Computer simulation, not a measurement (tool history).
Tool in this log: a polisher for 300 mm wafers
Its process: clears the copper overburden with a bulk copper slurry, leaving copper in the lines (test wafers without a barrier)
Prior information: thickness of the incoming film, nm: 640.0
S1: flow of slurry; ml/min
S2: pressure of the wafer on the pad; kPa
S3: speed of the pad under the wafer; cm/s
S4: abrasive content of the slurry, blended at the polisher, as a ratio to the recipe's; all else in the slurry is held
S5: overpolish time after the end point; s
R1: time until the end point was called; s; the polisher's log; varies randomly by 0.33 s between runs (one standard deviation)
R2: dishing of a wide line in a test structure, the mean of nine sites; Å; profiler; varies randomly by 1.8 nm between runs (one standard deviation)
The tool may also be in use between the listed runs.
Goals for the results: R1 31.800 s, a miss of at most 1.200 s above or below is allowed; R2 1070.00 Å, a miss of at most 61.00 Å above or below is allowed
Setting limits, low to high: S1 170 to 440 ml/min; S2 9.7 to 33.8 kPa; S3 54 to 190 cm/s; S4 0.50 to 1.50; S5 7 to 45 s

run 1 day=0.000 | S1=280 S2=21.4 S3=122 S4=1.00 S5=23 | R1=51.327 R2=932.67
run 2 day=0.300 | S1=280 S2=23.4 S3=122 S4=1.00 S5=22 | R1=46.822 R2=928.07
run 3 day=0.362 | S1=280 S2=24.8 S3=122 S4=1.00 S5=23 | R1=43.003 R2=966.15
run 4 day=0.688 | S1=280 S2=24.8 S3=96 S4=1.00 S5=23 | R1=55.890 R2=934.71
run 5 day=1.054 | S1=280 S2=26.9 S3=98 S4=1.00 S5=23 | R1=49.270 R2=953.01
run 6 day=1.200 | S1=280 S2=28.3 S3=100 S4=1.00 S5=23 | R1=47.124 R2=968.67
run 7 day=1.279 | S1=280 S2=29.6 S3=104 S4=1.00 S5=23 | R1=42.271 R2=1019.70
-- day=1.608 worn pad replaced by a new one
run 8 day=1.608 | S1=280 S2=30.3 S3=106 S4=1.00 S5=22 | R1=39.189 R2=1008.50
run 9 day=1.833 | S1=280 S2=31.0 S3=108 S4=1.00 S5=22 | R1=37.133 R2=1016.10
run 10 day=2.021 | S1=280 S2=31.7 S3=108 S4=1.00 S5=22 | R1=36.763 R2=1057.20
run 11 day=2.338 | S1=280 S2=31.7 S3=108 S4=1.00 S5=22 | R1=36.553 R2=1034.20
run 12 day=2.679 | S1=280 S2=32.4 S3=108 S4=1.00 S5=22 | R1=36.451 R2=1050.50
run 13 day=2.750 | S1=280 S2=32.4 S3=110 S4=1.00 S5=22 | R1=34.644 R2=1031.60
run 14 day=3.083 | S1=280 S2=33.1 S3=112 S4=1.00 S5=23 | R1=33.770 R2=1075.80

Pick the move, out of 4, that brings all results within their allowed miss; only one does.
run A day=3.417 | S1=260 S2=31.7 S3=114 S4=0.65 S5=20 | R1=? R2=?
run B day=3.417 | S1=275 S2=31.0 S3=112 S4=1.00 S5=25 | R1=? R2=?
run C day=3.417 | S1=265 S2=32.4 S3=122 S4=1.00 S5=23 | R1=? R2=?
run D day=3.417 | S1=290 S2=32.4 S3=110 S4=1.00 S5=21 | R1=? R2=?

move=A R1=37.763 R2=998.41
move=B R1=36.083 R2=1034.40
move=C R1=31.908 R2=1046.70
move=D R1=35.064 R2=1023.30
A: lands further from the targets than the last run did
B: lands further from the targets than the last run did
C: every result lands within tolerance
D: lands further from the targets than the last run did
Move C is the one to make.
